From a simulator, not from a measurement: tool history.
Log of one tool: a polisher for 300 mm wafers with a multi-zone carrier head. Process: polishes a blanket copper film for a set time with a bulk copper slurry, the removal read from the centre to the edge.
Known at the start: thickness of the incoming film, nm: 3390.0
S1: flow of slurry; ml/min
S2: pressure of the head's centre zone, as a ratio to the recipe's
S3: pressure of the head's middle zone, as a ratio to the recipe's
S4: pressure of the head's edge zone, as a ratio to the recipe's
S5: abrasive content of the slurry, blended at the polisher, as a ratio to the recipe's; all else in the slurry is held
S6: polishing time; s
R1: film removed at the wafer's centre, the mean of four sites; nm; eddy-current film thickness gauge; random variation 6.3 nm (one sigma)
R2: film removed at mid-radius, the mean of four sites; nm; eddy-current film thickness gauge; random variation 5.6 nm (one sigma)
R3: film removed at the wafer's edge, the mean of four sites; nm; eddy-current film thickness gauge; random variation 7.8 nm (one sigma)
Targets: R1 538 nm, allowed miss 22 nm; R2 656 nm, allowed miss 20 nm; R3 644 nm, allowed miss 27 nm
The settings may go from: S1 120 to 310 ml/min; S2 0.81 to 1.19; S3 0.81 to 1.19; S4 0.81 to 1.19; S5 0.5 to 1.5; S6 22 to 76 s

| run | hour | S1 | S2 | S3 | S4 | S5 | S6 | R1 | R2 | R3 |
|---|---|---|---|---|---|---|---|---|---|---|
| 1 | 0 | 200 | 1 | 1 | 1 | 1 | 49 | 666.14 | 699.48 | 715.49 |
| 2 | 4.8 | 190 | 0.96 | 1 | 0.97 | 0.95 | 49 | 636.21 | 676.96 | 680.39 |
| 3 | 7.4 | 190 | 0.96 | 1 | 0.97 | 0.95 | 39 | 516.71 | 546.46 | 543.27 |
| 4 | 8 | 190 | 0.96 | 1 | 0.97 | 1.15 | 39 | 525.22 | 552.52 | 570.67 |
|  | 15.2 | edge zone pressure recalibrated |
| 5 | 15.2 | 210 | 0.95 | 1.04 | 1 | 1.2 | 39 | 546.85 | 590.55 | 563.4 |
| 6 | 18.1 | 210 | 0.95 | 1.04 | 1 | 1 | 39 | 519.17 | 571.97 | 539.48 |
| 7 | 18.9 | 190 | 0.92 | 1.06 | 1.03 | 1.15 | 40 | 529.3 | 603.06 | 579.1 |
| 8 | 19.4 | 180 | 0.91 | 1.07 | 1.06 | 1.25 | 40 | 525.25 | 607.44 | 580.67 |
| 9 | 23.5 | 175 | 0.89 | 1.07 | 1.07 | 1.3 | 41 | 533.01 | 621.7 | 600.61 |
| 10 | 25.5 | 175 | 0.89 | 1.07 | 1.07 | 1.3 | 41 | 534.3 | 631.29 | 608.34 |

5 next moves are on the table. One of them brings every result within its allowed miss. Which?
| A | 27.5 | 200 | 0.9 | 1.19 | 1 | 1.45 | 37 | ? | ? | ? |
| B | 27.5 | 155 | 0.94 | 1.14 | 1.01 | 1.3 | 40 | ? | ? | ? |
| C | 27.5 | 300 | 0.86 | 1.08 | 1.01 | 1.25 | 39 | ? | ? | ? |
| D | 27.5 | 180 | 0.83 | 1.07 | 1.11 | 1.2 | 43 | ? | ? | ? |
| E | 27.5 | 125 | 0.91 | 1.12 | 0.95 | 1.1 | 45 | ? | ? | ? |

| move | R1 | R2 | R3 |
|---|---|---|---|
| A | 497.85 | 649.98 | 544.4 |
| B | 514.38 | 633.73 | 560.47 |
| C | 525.39 | 647.83 | 584.53 |
| D | 520.81 | 656.46 | 636.68 |
| E | 518.32 | 647.2 | 573.01 |
A: further off than the last run
B: further off than the last run
C: further off than the last run
D: meets every target
E: further off than the last run
The right move is D.
